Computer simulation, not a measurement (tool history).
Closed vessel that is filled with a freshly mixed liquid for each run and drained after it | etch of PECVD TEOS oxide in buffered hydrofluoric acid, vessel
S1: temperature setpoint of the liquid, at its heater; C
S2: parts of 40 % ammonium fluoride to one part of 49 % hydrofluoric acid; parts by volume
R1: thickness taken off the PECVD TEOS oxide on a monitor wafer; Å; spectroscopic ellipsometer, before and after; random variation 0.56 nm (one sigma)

run 1 hour=0 | S1=22 S2=11 time_in_the_liquid_(s)=90 | R1=2134.2
run 2 hour=1.3 | S1=21 S2=11 time_in_the_liquid_(s)=90 | R1=2018.3
run 3 hour=6.4 | S1=21 S2=14 time_in_the_liquid_(s)=90 | R1=1604.1
run 4 hour=11 | S1=21 S2=14 time_in_the_liquid_(s)=90 | R1=1600.1
run 5 hour=12.1 | S1=18 S2=14 time_in_the_liquid_(s)=90 | R1=1357.7
run 6 hour=19.7 | S1=19 S2=14 time_in_the_liquid_(s)=90 | R1=1429.3
run 7 hour=23.1 | S1=20 S2=14 time_in_the_liquid_(s)=90 | R1=1505.7
run 8 hour=27.4 | S1=24 S2=14 time_in_the_liquid_(s)=90 | R1=1879.1
run 9 hour=28.6 | S1=24 S2=14 time_in_the_liquid_(s)=90 | R1=1875.9

Forecast run 10:
run 10 hour=36.6 | S1=23.5 S2=14 time_in_the_liquid_(s)=90 | R1=?

Run 10 gave R1 1836.4 Å.
